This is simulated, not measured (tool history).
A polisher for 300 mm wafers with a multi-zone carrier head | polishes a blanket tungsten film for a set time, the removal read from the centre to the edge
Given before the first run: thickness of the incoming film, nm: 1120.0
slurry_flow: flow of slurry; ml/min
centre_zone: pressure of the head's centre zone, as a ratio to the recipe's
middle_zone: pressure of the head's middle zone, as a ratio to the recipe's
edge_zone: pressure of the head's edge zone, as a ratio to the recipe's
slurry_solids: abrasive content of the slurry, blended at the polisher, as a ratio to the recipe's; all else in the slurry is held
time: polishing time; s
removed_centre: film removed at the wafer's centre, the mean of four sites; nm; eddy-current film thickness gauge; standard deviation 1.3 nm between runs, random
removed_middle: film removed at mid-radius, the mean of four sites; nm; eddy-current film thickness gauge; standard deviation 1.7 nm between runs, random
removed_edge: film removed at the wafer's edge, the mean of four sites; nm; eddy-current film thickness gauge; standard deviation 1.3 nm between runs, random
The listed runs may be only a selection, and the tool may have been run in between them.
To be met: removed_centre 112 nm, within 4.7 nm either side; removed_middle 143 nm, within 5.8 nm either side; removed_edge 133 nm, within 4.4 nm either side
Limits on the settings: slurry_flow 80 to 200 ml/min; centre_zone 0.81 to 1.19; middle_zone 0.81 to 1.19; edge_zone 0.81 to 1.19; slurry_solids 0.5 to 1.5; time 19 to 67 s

run	hour	slurry_flow	centre_zone	middle_zone	edge_zone	slurry_solids	time	removed_centre	removed_middle	removed_edge
1	0	130	1	1	1	1	43	199.4	196.89	205.35
2	8.5	120	0.95	1.02	0.96	0.85	40	167.54	185.5	177.81
3	17.4	120	0.95	1.02	0.96	0.85	49	202.02	227.12	217.78
4	19.3	120	0.95	1.02	0.96	0.75	49	200.95	217.76	213.75
5	20.3	110	0.91	1.01	0.94	0.7	45	172.16	197.27	193.78
6	25.8	110	0.91	1.01	0.94	0.7	51	190.37	222.65	216.86
7	27.3	105	0.89	1.01	0.92	0.65	45	164.93	191.08	185.86
8	28.1	105	0.89	1.01	0.92	0.65	45	162.02	185.56	183.15
9	36.2	105	0.89	1.01	0.92	0.65	45	164.31	189.36	182.75
10	44.5	85	0.81	1.03	0.86	0.5	33	98.87	128.31	121.35
11	50.9	95	0.82	1.03	0.87	0.5	33	102.85	132.66	122.3
12	58.8	100	0.82	1.03	0.89	0.5	33	102.48	129.26	126.97
13	62.1	130	0.85	1.11	0.87	0.6	33	116.05	152.66	133.24
14	68.9	125	0.85	1.1	0.88	0.6	33	117.52	150.68	131.98
15	76.2	120	0.84	1.09	0.89	0.6	33	112.17	150.19	136.16

Which of these 4 next moves meets every target?
A	83.5	130	0.83	1.08	0.81	0.5	35	?	?	?
B	83.5	105	0.86	1.08	0.93	0.5	34	?	?	?
C	83.5	160	0.81	1.11	0.89	0.55	32	?	?	?
D	83.5	110	0.81	1.14	1.04	0.8	29	?	?	?

move	removed_centre	removed_middle	removed_edge
A	118.77	156.04	133.39
B	113.79	145.05	133.75
C	112.26	153.99	132.67
D	100.59	142.43	131.76
A: misses by more than the last run did
B: hits every target within its allowed miss
C: misses by more than the last run did
D: gets the furthest-off result to its target, but another result is out of tolerance
Correct choice: B, which meets every target
